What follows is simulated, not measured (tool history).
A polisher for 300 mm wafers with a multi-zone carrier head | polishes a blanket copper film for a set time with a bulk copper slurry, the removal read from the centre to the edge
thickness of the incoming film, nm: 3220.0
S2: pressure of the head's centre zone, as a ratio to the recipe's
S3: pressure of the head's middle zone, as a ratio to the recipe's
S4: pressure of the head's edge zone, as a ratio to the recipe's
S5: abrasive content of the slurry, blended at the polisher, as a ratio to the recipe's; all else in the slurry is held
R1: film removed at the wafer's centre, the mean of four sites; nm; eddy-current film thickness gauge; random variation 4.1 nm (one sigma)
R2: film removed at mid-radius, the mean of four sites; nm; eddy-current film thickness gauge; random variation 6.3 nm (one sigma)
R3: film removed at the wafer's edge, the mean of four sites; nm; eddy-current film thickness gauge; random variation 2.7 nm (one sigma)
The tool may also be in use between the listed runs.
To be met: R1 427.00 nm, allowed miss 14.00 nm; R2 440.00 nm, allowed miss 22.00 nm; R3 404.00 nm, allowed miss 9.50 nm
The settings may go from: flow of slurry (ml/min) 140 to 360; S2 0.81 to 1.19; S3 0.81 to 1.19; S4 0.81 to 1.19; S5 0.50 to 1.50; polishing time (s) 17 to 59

{"run": 1, "day": 0.0, "flow of slurry (ml/min)": 230, "S2": 1.0, "S3": 1.0, "S4": 1.0, "S5": 1.0, "polishing time (s)": 38, "R1": 638.11, "R2": 612.97, "R3": 599.73}
{"run": 2, "day": 0.2, "flow of slurry (ml/min)": 225, "S2": 0.98, "S3": 1.0, "S4": 0.95, "S5": 0.85, "polishing time (s)": 35, "R1": 540.34, "R2": 539.86, "R3": 519.97}
{"run": 3, "day": 0.296, "flow of slurry (ml/min)": 225, "S2": 0.98, "S3": 1.0, "S4": 0.91, "S5": 0.75, "polishing time (s)": 34, "R1": 510.29, "R2": 509.34, "R3": 470.21}
{"run": 4, "day": 0.358, "flow of slurry (ml/min)": 225, "S2": 1.04, "S3": 1.0, "S4": 0.91, "S5": 0.75, "polishing time (s)": 34, "R1": 545.79, "R2": 510.94, "R3": 474.16}
{"run": 5, "day": 0.579, "flow of slurry (ml/min)": 225, "S2": 1.04, "S3": 1.0, "S4": 0.91, "S5": 0.9, "polishing time (s)": 34, "R1": 566.38, "R2": 549.45, "R3": 501.54}
{"run": 6, "day": 0.758, "flow of slurry (ml/min)": 225, "S2": 1.04, "S3": 1.0, "S4": 0.91, "S5": 0.9, "polishing time (s)": 42, "R1": 700.25, "R2": 657.53, "R3": 621.56}
{"run": 7, "day": 1.096, "flow of slurry (ml/min)": 225, "S2": 1.01, "S3": 1.0, "S4": 0.89, "S5": 0.75, "polishing time (s)": 39, "R1": 593.1, "R2": 593.2, "R3": 536.93}
{"run": 8, "day": 1.304, "flow of slurry (ml/min)": 225, "S2": 0.99, "S3": 0.98, "S4": 0.88, "S5": 0.65, "polishing time (s)": 37, "R1": 527.75, "R2": 529.61, "R3": 490.46}
{"run": 9, "day": 1.496, "flow of slurry (ml/min)": 220, "S2": 0.98, "S3": 0.97, "S4": 0.86, "S5": 0.6, "polishing time (s)": 36, "R1": 503.44, "R2": 495.0, "R3": 464.19}
{"run": 10, "day": 1.692, "flow of slurry (ml/min)": 215, "S2": 0.96, "S3": 0.97, "S4": 0.84, "S5": 0.55, "polishing time (s)": 35, "R1": 468.49, "R2": 470.12, "R3": 436.32}
{"run": 11, "day": 2.058, "flow of slurry (ml/min)": 205, "S2": 0.95, "S3": 0.97, "S4": 0.83, "S5": 0.55, "polishing time (s)": 35, "R1": 466.69, "R2": 480.58, "R3": 430.32}
{"run": 12, "day": 2.192, "flow of slurry (ml/min)": 200, "S2": 0.94, "S3": 0.95, "S4": 0.82, "S5": 0.55, "polishing time (s)": 35, "R1": 456.72, "R2": 460.21, "R3": 427.61}
{"run": 13, "day": 2.288, "flow of slurry (ml/min)": 195, "S2": 0.93, "S3": 0.95, "S4": 0.82, "S5": 0.55, "polishing time (s)": 35, "R1": 446.63, "R2": 457.01, "R3": 420.59}
{"run": 14, "day": 2.5, "flow of slurry (ml/min)": 160, "S2": 0.92, "S3": 0.95, "S4": 0.81, "S5": 0.5, "polishing time (s)": 35, "R1": 410.68, "R2": 427.41, "R3": 393.34}

Which of these 4 next moves meets every target?
{"run": "A", "day": 2.712, "flow of slurry (ml/min)": 155, "S2": 1.03, "S3": 0.82, "S4": 0.86, "S5": 0.55, "polishing time (s)": 36, "R1": "?", "R2": "?", "R3": "?"}
{"run": "B", "day": 2.712, "flow of slurry (ml/min)": 140, "S2": 0.86, "S3": 0.95, "S4": 0.87, "S5": 0.5, "polishing time (s)": 37, "R1": "?", "R2": "?", "R3": "?"}
{"run": "C", "day": 2.712, "flow of slurry (ml/min)": 165, "S2": 0.88, "S3": 0.88, "S4": 0.96, "S5": 0.5, "polishing time (s)": 35, "R1": "?", "R2": "?", "R3": "?"}
{"run": "D", "day": 2.712, "flow of slurry (ml/min)": 165, "S2": 0.95, "S3": 0.98, "S4": 0.82, "S5": 0.5, "polishing time (s)": 35, "R1": "?", "R2": "?", "R3": "?"}

move=A R1=484.33 R2=399.65 R3=437.11
move=B R1=398.02 R2=441.31 R3=431.51
move=C R1=401.44 R2=406.84 R3=439.47
move=D R1=431.84 R2=444.99 R3=408.46
A: takes the result that was furthest off past its target
B: further off than the last run
C: further off than the last run
D: meets every target
Answer: D
